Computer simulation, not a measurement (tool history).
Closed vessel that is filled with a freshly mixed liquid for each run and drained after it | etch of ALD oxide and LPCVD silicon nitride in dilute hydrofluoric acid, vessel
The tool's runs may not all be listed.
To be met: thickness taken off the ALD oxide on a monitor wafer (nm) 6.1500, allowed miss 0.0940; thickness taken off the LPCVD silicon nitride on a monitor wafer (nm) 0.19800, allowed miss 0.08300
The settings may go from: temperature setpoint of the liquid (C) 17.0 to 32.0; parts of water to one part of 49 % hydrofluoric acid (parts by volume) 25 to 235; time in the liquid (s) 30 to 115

run    day  temperature setpoint of the liquid (C)  parts of water to one part of 49 % hydrofluoric acid (parts by volume)  time in the liquid (s)  thickness taken off the ALD oxide on a monitor wafer (nm)  thickness taken off the LPCVD silicon nitride on a monitor wafer (nm)
  1  0.000                                    24.0                                                                     130                      60                                                     6.9237                                                                0.19721
  2  0.300                                    24.0                                                                      90                      60                                                    10.5340                                                                0.29021
  3  0.492                                    23.0                                                                      95                      60                                                     9.5630                                                                0.24068
  4  0.767                                    22.5                                                                     100                      60                                                     8.8915                                                                0.22234
  5  0.892                                    25.5                                                                     100                      60                                                     9.9729                                                                0.30351
  6  1.108                                    25.5                                                                     100                      85                                                    14.0440                                                                0.36061
  7  1.467                                    24.5                                                                     110                      85                                                    12.1240                                                                0.42939
     1.562  -- hydrofluoric acid flow meter replaced
  8  1.562                                    23.5                                                                     115                      85                                                    11.9730                                                                0.33421
  9  1.721                                    23.0                                                                     125                      85                                                    10.7490                                                                0.28542
 10  2.088                                    22.5                                                                     135                      85                                                     9.5504                                                                0.24769
 11  2.396                                    22.0                                                                     140                      85                                                     9.0187                                                                0.23867
 12  2.762                                    21.5                                                                     145                      85                                                     8.5678                                                                0.22179
 13  2.938                                    21.5                                                                     145                      85                                                     8.5225                                                                0.19692
 14  3.117                                    21.5                                                                     145                      85                                                     8.5697                                                                0.21519
 15  3.296                                    21.5                                                                     150                      85                                                     8.1876                                                                0.21870
 16  3.554                                    21.0                                                                     155                      85                                                     7.7333                                                                0.22350
 17  3.875                                    20.5                                                                     160                      85                                                     7.3415                                                                0.20251
 18  4.017                                    20.0                                                                     160                      85                                                     7.1454                                                                0.19993

5 next moves are on the table. One of them brings every result within its allowed miss. Which?
  A  4.158                                    17.0                                                                     135                      70                                                          ?                                                                      ?
  B  4.158                                    25.5                                                                     205                      80                                                          ?                                                                      ?
  C  4.158                                    22.0                                                                     175                     105                                                          ?                                                                      ?
  D  4.158                                    30.0                                                                     235                     110                                                          ?                                                                      ?
  E  4.158                                    20.0                                                                     180                     105                                                          ?                                                                      ?

move  thickness taken off the ALD oxide on a monitor wafer (nm)  thickness taken off the LPCVD silicon nitride on a monitor wafer (nm)
   A                                                     6.3557                                                                0.15504
   B                                                     6.1824                                                                0.20563
   C                                                     8.6171                                                                0.25259
   D                                                     8.3863                                                                0.32352
   E                                                     7.7135                                                                0.21554
A: nearer than the last run, and not there yet
B: meets every target
C: further off than the last run
D: further off than the last run
E: further off than the last run
Answer: B
